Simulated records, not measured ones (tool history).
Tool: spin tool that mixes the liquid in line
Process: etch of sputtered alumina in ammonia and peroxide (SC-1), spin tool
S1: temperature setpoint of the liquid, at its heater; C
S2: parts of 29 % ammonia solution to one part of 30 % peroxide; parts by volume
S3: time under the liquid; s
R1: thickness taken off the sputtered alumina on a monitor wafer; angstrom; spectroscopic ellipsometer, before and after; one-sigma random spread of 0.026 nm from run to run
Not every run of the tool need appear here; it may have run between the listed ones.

run	hour	S1	S2	S3	R1
1	0.0	49.0	0.50	290	133.690
2	4.5	54.5	0.50	290	181.470
3	9.3	54.5	0.40	290	177.480
4	13.1	51.0	0.35	290	144.840
5	15.0	56.0	0.35	290	190.510
6	21.5	56.0	0.35	290	189.050
7	25.6	48.0	0.20	290	116.350
8	26.7	48.0	0.20	290	116.080
9	30.8	46.0	0.20	290	103.480

Run 10, settings as shown, results not yet in. Your forecast:
10	37.0	44.5	0.20	290	?

{"run 10": {"R1": 95.494}}

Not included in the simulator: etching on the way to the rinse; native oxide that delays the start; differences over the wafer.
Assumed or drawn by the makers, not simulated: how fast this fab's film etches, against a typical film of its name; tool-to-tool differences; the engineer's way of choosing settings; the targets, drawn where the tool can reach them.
